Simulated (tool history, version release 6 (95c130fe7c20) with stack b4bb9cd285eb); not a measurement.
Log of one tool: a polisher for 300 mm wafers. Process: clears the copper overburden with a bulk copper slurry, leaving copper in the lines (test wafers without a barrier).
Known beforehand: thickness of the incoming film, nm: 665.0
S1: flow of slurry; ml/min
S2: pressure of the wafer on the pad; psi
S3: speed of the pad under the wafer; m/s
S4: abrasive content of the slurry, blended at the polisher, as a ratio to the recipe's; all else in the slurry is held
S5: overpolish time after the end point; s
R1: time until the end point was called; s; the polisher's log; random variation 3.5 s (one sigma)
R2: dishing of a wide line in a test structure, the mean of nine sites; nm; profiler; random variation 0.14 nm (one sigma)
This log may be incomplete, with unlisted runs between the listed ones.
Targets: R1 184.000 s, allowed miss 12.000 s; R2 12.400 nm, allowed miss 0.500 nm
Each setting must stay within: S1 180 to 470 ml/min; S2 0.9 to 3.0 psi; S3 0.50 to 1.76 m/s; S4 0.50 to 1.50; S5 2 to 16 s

run,day,S1,S2,S3,S4,S5,R1,R2
1,0.000,300,1.9,1.12,1.00,8,89.208,35.789
2,0.042,300,1.8,1.06,1.00,7,101.060,28.421
3,0.175,300,1.8,1.06,1.00,9,101.180,35.745
4,0.458,300,1.8,1.34,1.00,9,79.355,42.743
5,0.567,300,1.8,1.34,1.15,9,76.544,44.022
6,0.600,300,1.8,1.18,1.15,9,88.140,40.235
7,0.712,250,1.4,0.86,0.95,5,161.000,14.114
8,1.025,245,1.4,0.86,0.95,5,164.830,13.905
9,1.338,240,1.4,0.86,0.95,5,163.020,13.775
10,1.425,235,1.4,0.86,0.95,5,161.620,13.950
11,1.596,230,1.4,0.86,0.95,5,162.370,13.577
12,1.954,225,1.4,0.86,0.95,5,169.500,13.681
13,2.050,220,1.4,0.86,0.95,5,164.740,13.652
14,2.167,215,1.4,0.86,0.95,5,166.780,13.690

Next run, 5 choices. One meets every target within its allowed miss, the rest don't. Which?
A,2.283,180,1.7,0.50,1.15,6,?,?
B,2.283,190,1.3,0.68,1.00,7,?,?
C,2.283,215,1.2,1.04,1.05,5,?,?
D,2.283,180,1.3,0.88,0.85,5,?,?
E,2.283,215,1.4,1.00,0.95,5,?,?

move,R1,R2
A,220.870,12.212
B,221.000,13.958
C,153.240,14.297
D,183.530,12.148
E,141.650,15.452
A: puts the biggest miss on target and leaves a different result outside tolerance
B: its largest miss is bigger than the last run's
C: its largest miss is bigger than the last run's
D: every result within its allowed miss
E: its largest miss is bigger than the last run's
Correct choice: D, which meets every target
